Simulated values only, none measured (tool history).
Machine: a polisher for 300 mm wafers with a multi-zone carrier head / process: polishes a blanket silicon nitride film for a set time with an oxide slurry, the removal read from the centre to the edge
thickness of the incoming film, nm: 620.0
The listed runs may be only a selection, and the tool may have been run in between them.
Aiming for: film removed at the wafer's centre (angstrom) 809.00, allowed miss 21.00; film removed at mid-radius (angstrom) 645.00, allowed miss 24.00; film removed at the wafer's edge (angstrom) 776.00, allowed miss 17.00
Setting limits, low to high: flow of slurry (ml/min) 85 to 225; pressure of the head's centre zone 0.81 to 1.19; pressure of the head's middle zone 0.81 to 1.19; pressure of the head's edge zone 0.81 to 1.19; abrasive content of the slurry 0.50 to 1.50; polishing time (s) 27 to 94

| run | hour | flow of slurry (ml/min) | pressure of the head's centre zone | pressure of the head's middle zone | pressure of the head's edge zone | abrasive content of the slurry | polishing time (s) | film removed at the wafer's centre (angstrom) | film removed at mid-radius (angstrom) | film removed at the wafer's edge (angstrom) |
|---|---|---|---|---|---|---|---|---|---|---|
| 1 | 0.0 | 145 | 1.00 | 1.00 | 1.00 | 1.00 | 60 | 482.93 | 478.89 | 480.75 |
| 2 | 1.4 | 155 | 1.02 | 0.97 | 1.04 | 1.10 | 62 | 546.32 | 519.17 | 540.55 |
| 3 | 6.5 | 155 | 0.98 | 0.97 | 1.04 | 1.10 | 62 | 526.38 | 512.21 | 533.84 |
| 4 | 12.6 | 160 | 1.01 | 0.95 | 1.07 | 1.20 | 63 | 588.72 | 541.15 | 588.77 |
| 5 | 18.5 | 160 | 1.01 | 0.99 | 1.07 | 1.20 | 63 | 588.77 | 556.85 | 578.91 |
| 6 | 24.2 | 180 | 1.01 | 0.99 | 1.07 | 1.20 | 63 | 600.05 | 563.55 | 598.31 |
| 7 | 26.1 | 190 | 1.03 | 0.98 | 1.10 | 1.25 | 63 | 626.36 | 586.10 | 617.08 |
| 8 | 33.4 | 195 | 1.04 | 0.95 | 1.12 | 1.30 | 64 | 658.14 | 594.12 | 643.19 |
| 9 | 36.5 | 195 | 1.05 | 0.92 | 1.13 | 1.35 | 65 | 675.52 | 603.40 | 666.70 |
| 10 | 38.1 | 195 | 1.07 | 0.89 | 1.14 | 1.40 | 66 | 716.80 | 602.70 | 699.95 |
| 11 | 41.8 | 215 | 1.11 | 0.88 | 1.19 | 1.50 | 67 | 783.22 | 641.62 | 756.96 |
| 12 | 46.5 | 215 | 1.11 | 0.87 | 1.19 | 1.50 | 67 | 781.61 | 612.34 | 741.48 |

Which single option among these 4 for the next run brings every result within its allowed miss of target? Just one does.
| A | 51.2 | 215 | 1.12 | 0.85 | 1.19 | 1.45 | 64 | ? | ? | ? |
| B | 51.2 | 205 | 1.10 | 0.86 | 1.16 | 1.20 | 78 | ? | ? | ? |
| C | 51.2 | 225 | 1.13 | 0.93 | 1.11 | 1.50 | 65 | ? | ? | ? |
| D | 51.2 | 225 | 1.10 | 0.87 | 1.19 | 1.50 | 65 | ? | ? | ? |

| move | film removed at the wafer's centre (angstrom) | film removed at mid-radius (angstrom) | film removed at the wafer's edge (angstrom) |
|---|---|---|---|
| A | 737.38 | 576.04 | 709.68 |
| B | 806.58 | 645.68 | 779.26 |
| C | 770.32 | 643.06 | 709.26 |
| D | 754.08 | 608.45 | 734.02 |
A: its largest miss is bigger than the last run's
B: all results in spec
C: its largest miss is bigger than the last run's
D: its largest miss is bigger than the last run's
The move that meets every target is B.
